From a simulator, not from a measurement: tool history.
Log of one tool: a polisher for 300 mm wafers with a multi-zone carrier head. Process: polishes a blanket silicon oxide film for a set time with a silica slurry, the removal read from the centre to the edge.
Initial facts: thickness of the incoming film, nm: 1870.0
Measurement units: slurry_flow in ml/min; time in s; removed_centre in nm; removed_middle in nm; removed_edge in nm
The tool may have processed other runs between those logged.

Run 1, hour 0: slurry_flow 285 ml/min, centre_zone 1, middle_zone 1, edge_zone 1, slurry_solids 1, time 38 s. Result: removed_centre 76.173 nm, removed_middle 78.129 nm, removed_edge 77.163 nm.
Run 2, hour 6.9: slurry_flow 285 ml/min, centre_zone 1, middle_zone 0.98, edge_zone 0.98, slurry_solids 0.9, time 37 s. Result: removed_centre 69.61 nm, removed_middle 70.434 nm, removed_edge 69.773 nm.
Run 3, hour 8.3: slurry_flow 285 ml/min, centre_zone 1, middle_zone 0.98, edge_zone 0.98, slurry_solids 0.9, time 32 s. Result: removed_centre 61.506 nm, removed_middle 61.524 nm, removed_edge 60.101 nm.
Run 4, hour 8.9: slurry_flow 285 ml/min, centre_zone 0.99, middle_zone 0.96, edge_zone 0.96, slurry_solids 0.9, time 32 s. Result: removed_centre 59.561 nm, removed_middle 59.545 nm, removed_edge 60.92 nm.
Run 5, hour 13.2: slurry_flow 285 ml/min, centre_zone 0.99, middle_zone 0.96, edge_zone 0.96, slurry_solids 1, time 32 s. Result: removed_centre 63.492 nm, removed_middle 64.725 nm, removed_edge 62.799 nm.
Run 6, hour 15.3: slurry_flow 285 ml/min, centre_zone 0.99, middle_zone 0.95, edge_zone 0.94, slurry_solids 0.95, time 32 s. Result: removed_centre 60.582 nm, removed_middle 60.827 nm, removed_edge 60.829 nm.
Run 7, hour 18.6: slurry_flow 285 ml/min, centre_zone 0.99, middle_zone 0.95, edge_zone 0.94, slurry_solids 0.95, time 32 s. Result: removed_centre 62.48 nm, removed_middle 60.892 nm, removed_edge 61.739 nm.
Run 8, hour 20: slurry_flow 285 ml/min, centre_zone 0.99, middle_zone 0.95, edge_zone 0.94, slurry_solids 0.95, time 32 s. Result: removed_centre 62.642 nm, removed_middle 63.256 nm, removed_edge 61.244 nm.

What will run 9 give?
Run 9, hour 23.5: slurry_flow 285 ml/min, centre_zone 0.99, middle_zone 0.95, edge_zone 0.94, slurry_solids 0.95, time 32 s. Result: removed_centre ?, removed_middle ?, removed_edge ?.

Run 9 measured removed_centre 62.499 nm, removed_middle 61.45 nm, removed_edge 60.901 nm.
